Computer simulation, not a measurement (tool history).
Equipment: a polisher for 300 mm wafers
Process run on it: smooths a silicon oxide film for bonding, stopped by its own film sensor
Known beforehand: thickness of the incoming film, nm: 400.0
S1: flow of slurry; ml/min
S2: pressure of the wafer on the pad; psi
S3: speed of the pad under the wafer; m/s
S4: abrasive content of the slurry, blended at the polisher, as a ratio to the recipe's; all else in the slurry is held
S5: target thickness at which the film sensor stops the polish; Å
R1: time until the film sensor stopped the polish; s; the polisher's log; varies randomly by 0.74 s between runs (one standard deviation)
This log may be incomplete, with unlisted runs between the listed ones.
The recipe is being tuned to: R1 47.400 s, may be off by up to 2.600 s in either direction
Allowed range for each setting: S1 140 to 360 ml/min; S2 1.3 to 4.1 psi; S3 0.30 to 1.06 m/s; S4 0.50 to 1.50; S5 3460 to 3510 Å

Run 1, hour 0.0: S1 230 ml/min, S2 2.7 psi, S3 0.68 m/s, S4 1.00, S5 3460 Å. Result: R1 72.560 s.
Run 2, hour 3.8: S1 230 ml/min, S2 3.0 psi, S3 0.68 m/s, S4 1.00, S5 3460 Å. Result: R1 66.107 s.
Run 3, hour 9.6: S1 180 ml/min, S2 3.0 psi, S3 0.68 m/s, S4 1.00, S5 3460 Å. Result: R1 65.625 s.
Run 4, hour 11.0: S1 180 ml/min, S2 3.2 psi, S3 0.68 m/s, S4 1.00, S5 3460 Å. Result: R1 61.624 s.
Run 5, hour 18.3: S1 180 ml/min, S2 3.2 psi, S3 0.68 m/s, S4 1.10, S5 3460 Å. Result: R1 60.150 s.
Run 6, hour 22.4: S1 150 ml/min, S2 3.2 psi, S3 0.68 m/s, S4 1.10, S5 3460 Å. Result: R1 62.496 s.
Run 7, hour 25.0: S1 150 ml/min, S2 3.4 psi, S3 0.68 m/s, S4 1.10, S5 3460 Å. Result: R1 56.936 s.
Run 8, hour 25.6: S1 150 ml/min, S2 3.5 psi, S3 0.68 m/s, S4 1.10, S5 3460 Å. Result: R1 57.073 s.
Run 9, hour 34.1: S1 150 ml/min, S2 3.6 psi, S3 0.68 m/s, S4 1.10, S5 3460 Å. Result: R1 55.149 s.

Which single option among these 5 for the next run brings every result within its allowed miss of target? Just one does.
Run A, hour 42.6: S1 200 ml/min, S2 2.7 psi, S3 0.76 m/s, S4 1.05, S5 3460 Å. Result: R1 ?.
Run B, hour 42.6: S1 140 ml/min, S2 3.8 psi, S3 0.62 m/s, S4 1.15, S5 3460 Å. Result: R1 ?.
Run C, hour 42.6: S1 160 ml/min, S2 3.7 psi, S3 0.64 m/s, S4 1.15, S5 3470 Å. Result: R1 ?.
Run D, hour 42.6: S1 195 ml/min, S2 3.7 psi, S3 0.72 m/s, S4 1.05, S5 3510 Å. Result: R1 ?.
Run E, hour 42.6: S1 140 ml/min, S2 4.1 psi, S3 0.52 m/s, S4 1.10, S5 3470 Å. Result: R1 ?.

move      R1
   A  66.439
   B  57.467
   C  55.761
   D  48.106
   E  61.861
A: moves away from the targets compared with the last run
B: moves away from the targets compared with the last run
C: moves away from the targets compared with the last run
D: each result inside its tolerance
E: moves away from the targets compared with the last run
Answer: D
